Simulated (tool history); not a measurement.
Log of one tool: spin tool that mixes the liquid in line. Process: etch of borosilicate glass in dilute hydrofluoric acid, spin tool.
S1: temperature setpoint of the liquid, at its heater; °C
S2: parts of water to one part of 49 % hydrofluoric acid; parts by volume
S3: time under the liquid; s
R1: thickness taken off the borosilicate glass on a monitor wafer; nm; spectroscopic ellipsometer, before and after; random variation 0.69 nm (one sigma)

run  hour    S1   S2   S3       R1
  1   0.0  26.0  180  300   40.021
  2   6.7  27.5  150  300   52.586
  3   8.4  25.5  150  300   48.724
  4  10.1  28.0  150  300   53.774
  5  18.3  30.0  150  300   57.616
  6  19.0  30.0  150  300   57.684
  7  26.5  31.0  130  300   71.115
  8  33.9  31.5  115  300   83.703
     38.3  -- hydrofluoric acid flow meter replaced
  9  38.3  32.0  105  300  102.150
 10  45.3  32.5  100  300  109.900

Run 11 comes next. What will it give?
 11  51.0  33.0  95  300   ?

R1: 118.710 nm

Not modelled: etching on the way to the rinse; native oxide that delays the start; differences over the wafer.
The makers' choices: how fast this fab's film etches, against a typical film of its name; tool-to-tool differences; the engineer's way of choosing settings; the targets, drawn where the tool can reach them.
